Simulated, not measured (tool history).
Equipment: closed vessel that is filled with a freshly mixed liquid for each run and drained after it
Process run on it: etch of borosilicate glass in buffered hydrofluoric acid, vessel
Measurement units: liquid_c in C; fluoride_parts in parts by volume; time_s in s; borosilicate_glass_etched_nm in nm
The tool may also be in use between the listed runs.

{"run": 1, "hour": 0.0, "liquid_c": 20.0, "fluoride_parts": 22.5, "time_s": 30, "borosilicate_glass_etched_nm": 13.312}
{"run": 2, "hour": 3.6, "liquid_c": 20.0, "fluoride_parts": 22.5, "time_s": 30, "borosilicate_glass_etched_nm": 13.363}
{"run": 3, "hour": 11.0, "liquid_c": 20.0, "fluoride_parts": 22.5, "time_s": 30, "borosilicate_glass_etched_nm": 13.582}
{"run": 4, "hour": 16.5, "liquid_c": 20.0, "fluoride_parts": 29.0, "time_s": 30, "borosilicate_glass_etched_nm": 11.197}
{"run": 5, "hour": 18.6, "liquid_c": 20.0, "fluoride_parts": 23.5, "time_s": 30, "borosilicate_glass_etched_nm": 12.951}
{"run": 6, "hour": 22.3, "liquid_c": 22.0, "fluoride_parts": 20.0, "time_s": 30, "borosilicate_glass_etched_nm": 16.089}
{"run": 7, "hour": 29.8, "liquid_c": 23.5, "fluoride_parts": 17.5, "time_s": 30, "borosilicate_glass_etched_nm": 19.803}
{"run": 8, "hour": 37.7, "liquid_c": 27.5, "fluoride_parts": 10.5, "time_s": 30, "borosilicate_glass_etched_nm": 41.226}
{"run": 9, "hour": 39.6, "liquid_c": 27.0, "fluoride_parts": 10.5, "time_s": 30, "borosilicate_glass_etched_nm": 40.799}
{"hour": 43.1, "done": "thermometer replaced"}
{"run": 10, "hour": 43.1, "liquid_c": 26.5, "fluoride_parts": 10.5, "time_s": 30, "borosilicate_glass_etched_nm": 42.572}
{"run": 11, "hour": 46.7, "liquid_c": 25.5, "fluoride_parts": 10.5, "time_s": 30, "borosilicate_glass_etched_nm": 39.729}

Run 12 has not been measured yet. What should we expect?
{"run": 12, "hour": 48.0, "liquid_c": 24.5, "fluoride_parts": 10.5, "time_s": 30, "borosilicate_glass_etched_nm": "?"}

Run 12 yielded borosilicate_glass_etched_nm 37.837 nm.
